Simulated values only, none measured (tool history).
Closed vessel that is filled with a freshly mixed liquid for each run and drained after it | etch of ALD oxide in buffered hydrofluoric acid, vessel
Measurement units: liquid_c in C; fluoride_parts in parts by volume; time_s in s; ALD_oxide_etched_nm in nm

Run 1, hour 0.0: liquid_c 21.0 C, fluoride_parts 16.5 parts by volume, time_s 95 s. Result: ALD_oxide_etched_nm 67.930 nm.
Run 2, hour 8.8: liquid_c 21.0 C, fluoride_parts 16.5 parts by volume, time_s 105 s. Result: ALD_oxide_etched_nm 75.217 nm.
Run 3, hour 16.2: liquid_c 21.0 C, fluoride_parts 16.5 parts by volume, time_s 95 s. Result: ALD_oxide_etched_nm 67.869 nm.
Run 4, hour 18.2: liquid_c 22.0 C, fluoride_parts 16.5 parts by volume, time_s 95 s. Result: ALD_oxide_etched_nm 71.349 nm.
Run 5, hour 23.2: liquid_c 22.0 C, fluoride_parts 21.0 parts by volume, time_s 95 s. Result: ALD_oxide_etched_nm 57.229 nm.
Run 6, hour 25.4: liquid_c 24.5 C, fluoride_parts 21.0 parts by volume, time_s 95 s. Result: ALD_oxide_etched_nm 65.945 nm.
Run 7, hour 30.6: liquid_c 25.0 C, fluoride_parts 20.5 parts by volume, time_s 95 s. Result: ALD_oxide_etched_nm 69.257 nm.
Run 8, hour 33.7: liquid_c 25.5 C, fluoride_parts 20.0 parts by volume, time_s 95 s. Result: ALD_oxide_etched_nm 71.994 nm.

For run 9, what comes out?
Run 9, hour 36.1: liquid_c 26.0 C, fluoride_parts 19.5 parts by volume, time_s 95 s. Result: ALD_oxide_etched_nm ?.

ALD_oxide_etched_nm: 75.116 nm
